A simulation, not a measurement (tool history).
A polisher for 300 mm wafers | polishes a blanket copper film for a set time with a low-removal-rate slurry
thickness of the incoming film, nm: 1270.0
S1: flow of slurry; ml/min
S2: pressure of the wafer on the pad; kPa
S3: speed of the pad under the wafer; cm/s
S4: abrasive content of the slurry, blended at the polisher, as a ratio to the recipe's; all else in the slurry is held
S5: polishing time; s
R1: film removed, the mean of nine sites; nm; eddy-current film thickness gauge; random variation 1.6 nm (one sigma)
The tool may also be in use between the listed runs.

run,hour,S1,S2,S3,S4,S5,R1
1,0.0,145,24.1,82,1.0,115,275.12
2,4.6,140,20.0,78,1.0,115,221.81
3,7.3,140,17.2,74,1.0,115,185.34
4,9.5,140,17.2,62,1.0,115,157.78
5,15.1,140,17.2,62,1.0,115,162.37
6,18.4,140,17.2,62,1.0,115,161.08

Forecast run 7:
7,21.1,140,15.9,62,1.0,115,?

Run 7 gave R1 149.08 nm.
